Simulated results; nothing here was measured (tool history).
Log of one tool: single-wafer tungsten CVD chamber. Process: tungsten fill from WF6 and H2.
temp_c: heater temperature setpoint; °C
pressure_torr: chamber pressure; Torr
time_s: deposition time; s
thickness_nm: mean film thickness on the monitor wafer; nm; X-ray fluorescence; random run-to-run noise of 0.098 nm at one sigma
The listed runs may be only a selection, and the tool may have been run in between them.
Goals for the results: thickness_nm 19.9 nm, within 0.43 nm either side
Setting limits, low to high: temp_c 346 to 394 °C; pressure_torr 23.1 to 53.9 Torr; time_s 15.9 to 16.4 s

run	hour	temp_c	pressure_torr	time_s	thickness_nm
1	0	370	38.5	15.9	27.754
2	8.5	361	38.5	15.9	22.332
3	16.8	359	38.5	15.9	21.222
4	19.2	358	38.5	15.9	20.722
5	23.7	348	38.5	15.9	15.955
6	27	348	38.5	15.9	15.914
7	34.7	351	38.6	15.9	17.256
8	38.8	353	38.7	15.9	18.013
9	44.3	354	38.7	15.9	18.626
10	51.3	358	38.8	15.9	20.59

Consider the 4 candidate settings below. Which is the only one whose results all fall within their allowed miss of target?
A	58.3	361	35.4	15.9	?
B	58.3	358	41	16.2	?
C	58.3	358	42.5	15.9	?
D	58.3	356	36.9	16.2	?

move	thickness_nm
A	21.761
B	21.418
C	21.237
D	19.76
A: further off than the last run
B: further off than the last run
C: further off than the last run
D: every result lands within tolerance
The move that meets every target is D.
